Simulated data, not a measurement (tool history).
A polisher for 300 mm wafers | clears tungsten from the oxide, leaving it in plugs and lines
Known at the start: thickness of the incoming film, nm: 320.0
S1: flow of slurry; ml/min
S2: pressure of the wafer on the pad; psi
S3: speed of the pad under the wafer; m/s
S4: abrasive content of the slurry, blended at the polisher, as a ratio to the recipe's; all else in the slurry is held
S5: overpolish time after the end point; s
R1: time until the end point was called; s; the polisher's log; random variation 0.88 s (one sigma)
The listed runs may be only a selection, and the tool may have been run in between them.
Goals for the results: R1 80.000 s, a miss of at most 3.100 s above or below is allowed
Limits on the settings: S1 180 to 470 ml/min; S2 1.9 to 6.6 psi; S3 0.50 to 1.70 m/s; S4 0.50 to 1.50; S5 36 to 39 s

run  hour   S1   S2    S3    S4  S5      R1
  1   0.0  300  4.2  1.10  1.00  36  65.000
  2   8.3  235  4.2  1.10  1.00  36  66.147
  3  13.5  235  4.2  1.00  1.00  36  73.799
  4  22.1  235  4.2  1.12  1.00  36  65.587
  5  23.9  235  5.1  1.12  1.00  36  54.540
  6  29.6  180  5.1  1.12  1.00  36  55.946
  7  33.6  180  4.7  1.12  1.00  36  59.815
  8  41.7  180  4.4  1.12  1.00  36  64.341
  9  48.8  180  4.1  1.12  1.00  36  68.650
 10  49.4  180  3.9  1.12  1.00  36  71.986
 11  55.1  180  3.8  1.12  1.00  36  73.439
 12  63.7  180  3.7  1.12  1.00  36  75.472

5 candidate next runs follow, results not yet known. Just one meets every target within its allowed miss. Identify it.
  A  72.3  180  4.0  1.06  1.05  39   ?
  B  72.3  180  3.3  1.14  1.30  37   ?
  C  72.3  240  3.8  1.14  0.85  36   ?
  D  72.3  180  4.3  0.98  1.05  36   ?
  E  72.3  180  3.6  1.20  1.15  36   ?

move      R1
   A  73.369
   B  79.821
   C  73.138
   D  73.399
   E  71.521
A: further off than the last run
B: each result inside its tolerance
C: further off than the last run
D: further off than the last run
E: further off than the last run
Move B is the one to make.
